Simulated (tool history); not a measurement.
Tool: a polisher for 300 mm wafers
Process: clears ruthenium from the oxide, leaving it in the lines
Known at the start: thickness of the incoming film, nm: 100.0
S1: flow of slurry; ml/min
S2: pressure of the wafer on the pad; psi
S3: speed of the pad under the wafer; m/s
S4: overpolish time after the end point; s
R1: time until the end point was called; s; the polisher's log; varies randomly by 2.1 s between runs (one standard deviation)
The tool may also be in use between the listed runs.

run	hour	S1	S2	S3	S4	R1
1	0.0	275	2.1	1.16	47	82.533
2	4.9	275	2.0	1.14	47	86.023
3	9.2	275	2.2	1.14	47	79.271
4	12.7	275	2.2	1.14	47	78.175
5	17.9	275	2.6	1.14	47	68.355
6	26.4	275	2.4	1.10	47	75.351
7	28.1	275	2.3	1.08	47	77.718
8	31.2	275	2.2	1.04	47	83.837

Run 9 comes next. What will it give?
9	38.3	275	2.1	1.00	47	?

{"run 9": {"R1": 91.021}}
